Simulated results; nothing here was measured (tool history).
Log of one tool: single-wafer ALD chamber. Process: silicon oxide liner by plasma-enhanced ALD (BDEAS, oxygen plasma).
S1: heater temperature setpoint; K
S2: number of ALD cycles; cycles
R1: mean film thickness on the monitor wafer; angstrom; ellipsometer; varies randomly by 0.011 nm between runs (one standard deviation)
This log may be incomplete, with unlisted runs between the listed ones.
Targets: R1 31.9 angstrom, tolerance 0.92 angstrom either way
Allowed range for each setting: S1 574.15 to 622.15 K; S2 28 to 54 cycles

run 1 day=0 | S1=598.15 S2=41 | R1=35.868
run 2 day=0.162 | S1=598.15 S2=46 | R1=40.328
run 3 day=0.417 | S1=598.15 S2=44 | R1=38.772
run 4 day=0.458 | S1=598.15 S2=43 | R1=37.777
run 5 day=0.704 | S1=598.15 S2=47 | R1=41.309
run 6 day=0.904 | S1=598.15 S2=50 | R1=43.751
run 7 day=1.096 | S1=599.15 S2=48 | R1=42.163
run 8 day=1.429 | S1=599.15 S2=46 | R1=40.327
run 9 day=1.633 | S1=599.15 S2=44 | R1=38.601
run 10 day=1.904 | S1=599.15 S2=43 | R1=37.66
run 11 day=1.954 | S1=599.15 S2=42 | R1=36.98
run 12 day=2.004 | S1=599.15 S2=41 | R1=36.024
run 13 day=2.1 | S1=600.15 S2=35 | R1=30.752

Pick the move, out of 5, that brings all results within their allowed miss; only one does.
run A day=2.196 | S1=600.15 S2=34 | R1=?
run B day=2.196 | S1=604.15 S2=37 | R1=?
run C day=2.196 | S1=604.15 S2=33 | R1=?
run D day=2.196 | S1=600.15 S2=32 | R1=?
run E day=2.196 | S1=609.15 S2=34 | R1=?

move=A R1=29.702
move=B R1=32.123
move=C R1=28.65
move=D R1=27.955
move=E R1=29.29
A: lands further from the targets than the last run did
B: every result within its allowed miss
C: lands further from the targets than the last run did
D: lands further from the targets than the last run did
E: lands further from the targets than the last run did
Correct choice: B, which meets every target
